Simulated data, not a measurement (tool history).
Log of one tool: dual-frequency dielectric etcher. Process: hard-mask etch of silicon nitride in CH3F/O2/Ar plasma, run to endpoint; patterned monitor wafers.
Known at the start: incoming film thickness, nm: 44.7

run 1 hour=0.0 | source_power_(W)=430 bias_power_(W)=52 | endpoint_time_(s)=66.395
run 2 hour=8.3 | source_power_(W)=430 bias_power_(W)=47 | endpoint_time_(s)=68.386
run 3 hour=14.6 | source_power_(W)=430 bias_power_(W)=39 | endpoint_time_(s)=71.022
run 4 hour=18.1 | source_power_(W)=410 bias_power_(W)=38 | endpoint_time_(s)=72.529
run 5 hour=20.8 | source_power_(W)=410 bias_power_(W)=47 | endpoint_time_(s)=69.809
run 6 hour=25.3 | source_power_(W)=490 bias_power_(W)=47 | endpoint_time_(s)=63.981
run 7 hour=29.3 | source_power_(W)=460 bias_power_(W)=46 | endpoint_time_(s)=66.031
run 8 hour=36.3 | source_power_(W)=430 bias_power_(W)=45 | endpoint_time_(s)=68.976

Run 9 comes next. What will it give?
run 9 hour=37.9 | source_power_(W)=410 bias_power_(W)=44 | endpoint_time_(s)=?

endpoint time (s): 70.684

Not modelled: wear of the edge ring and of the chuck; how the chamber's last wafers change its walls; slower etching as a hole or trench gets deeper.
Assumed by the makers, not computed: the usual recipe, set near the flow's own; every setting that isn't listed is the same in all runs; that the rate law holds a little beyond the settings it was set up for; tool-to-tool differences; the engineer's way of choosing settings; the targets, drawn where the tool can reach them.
